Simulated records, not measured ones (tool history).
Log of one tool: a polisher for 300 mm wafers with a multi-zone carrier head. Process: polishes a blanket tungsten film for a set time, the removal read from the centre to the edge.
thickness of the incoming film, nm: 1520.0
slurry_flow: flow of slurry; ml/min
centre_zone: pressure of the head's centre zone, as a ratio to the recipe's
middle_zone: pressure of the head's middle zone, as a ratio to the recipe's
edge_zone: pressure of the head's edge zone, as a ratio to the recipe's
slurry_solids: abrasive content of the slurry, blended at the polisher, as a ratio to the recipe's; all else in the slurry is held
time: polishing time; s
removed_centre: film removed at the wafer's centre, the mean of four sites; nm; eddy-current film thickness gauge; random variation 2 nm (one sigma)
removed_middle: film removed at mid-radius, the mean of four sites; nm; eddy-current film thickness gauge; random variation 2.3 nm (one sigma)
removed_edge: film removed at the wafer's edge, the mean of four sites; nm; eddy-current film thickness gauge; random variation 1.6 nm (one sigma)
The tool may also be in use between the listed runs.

run	hour	slurry_flow	centre_zone	middle_zone	edge_zone	slurry_solids	time	removed_centre	removed_middle	removed_edge
1	0	300	1	1	1	1	88	296.94	309.65	291.77
2	5.9	300	1.04	1	1	1	88	312.64	305.58	293.31
3	12.3	300	1.04	1	1	0.85	88	297.86	290.22	284.4
4	13.5	345	1.04	1	1	0.85	88	304.73	298.29	287.55
5	18	345	1.04	0.94	1	0.85	88	299.28	288.25	289.44
6	26.6	325	1.02	0.96	0.95	0.8	88	294.88	283.3	276.32
7	30.4	310	0.98	0.98	0.91	0.75	88	275.93	282.87	265.97
8	36.7	295	0.97	0.99	0.88	0.75	88	272.99	278.36	261.68
9	45.4	285	0.96	1.02	0.86	0.7	88	265.52	286.09	251.18

Run 10 comes next. What will it give?
10	52.6	270	0.96	1.02	0.85	0.7	88	?	?	?

Run 10 gave removed_centre 262.56 nm, removed_middle 282.31 nm, removed_edge 252.31 nm.
